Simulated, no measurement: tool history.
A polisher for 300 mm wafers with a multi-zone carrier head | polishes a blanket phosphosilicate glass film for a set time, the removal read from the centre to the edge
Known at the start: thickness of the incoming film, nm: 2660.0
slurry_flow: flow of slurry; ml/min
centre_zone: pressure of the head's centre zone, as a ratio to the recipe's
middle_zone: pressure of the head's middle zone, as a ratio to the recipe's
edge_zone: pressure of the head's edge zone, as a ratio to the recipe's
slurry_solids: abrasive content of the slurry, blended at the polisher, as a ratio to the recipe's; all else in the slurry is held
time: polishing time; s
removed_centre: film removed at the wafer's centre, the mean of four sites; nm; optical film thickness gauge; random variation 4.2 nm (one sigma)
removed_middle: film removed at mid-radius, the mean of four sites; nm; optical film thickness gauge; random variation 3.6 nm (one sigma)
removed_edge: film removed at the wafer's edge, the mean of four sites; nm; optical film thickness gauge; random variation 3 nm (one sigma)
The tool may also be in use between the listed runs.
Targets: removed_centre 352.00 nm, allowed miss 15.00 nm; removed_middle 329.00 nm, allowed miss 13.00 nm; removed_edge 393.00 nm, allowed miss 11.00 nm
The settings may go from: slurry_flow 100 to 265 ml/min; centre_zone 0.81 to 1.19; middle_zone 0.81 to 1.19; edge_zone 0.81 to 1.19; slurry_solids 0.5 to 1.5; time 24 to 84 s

run,hour,slurry_flow,centre_zone,middle_zone,edge_zone,slurry_solids,time,removed_centre,removed_middle,removed_edge
1,0.0,170,1.00,1.00,1.00,1.0,54,389.93,397.13,407.79
2,7.9,160,0.99,0.97,1.00,1.0,54,396.75,385.70,407.70
3,13.9,160,1.03,0.97,1.00,1.0,54,415.70,386.95,400.03
4,16.2,155,1.00,0.95,1.00,1.0,54,399.10,373.86,398.07
5,20.8,155,1.00,0.95,1.00,0.9,54,377.79,358.29,389.20
6,28.1,125,1.00,0.95,1.00,0.9,54,370.12,354.83,376.03
7,32.5,125,0.99,0.93,1.01,0.9,54,368.37,347.18,382.05
8,38.6,125,0.98,0.92,1.02,0.9,54,358.83,346.91,383.71

4 next moves are on the table. One of them brings every result within its allowed miss. Which?
A,44.7,115,0.99,0.98,1.04,0.8,57,?,?,?
B,44.7,135,0.95,0.86,1.06,0.8,56,?,?,?
C,44.7,125,0.95,0.98,1.00,0.8,56,?,?,?
D,44.7,110,1.04,1.08,0.96,0.9,54,?,?,?

move,removed_centre,removed_middle,removed_edge
A,377.20,359.17,387.82
B,364.30,323.73,390.78
C,360.27,357.14,378.15
D,388.57,382.30,368.43
A: further off than the last run
B: meets every target
C: further off than the last run
D: further off than the last run
Move B is the one to make.
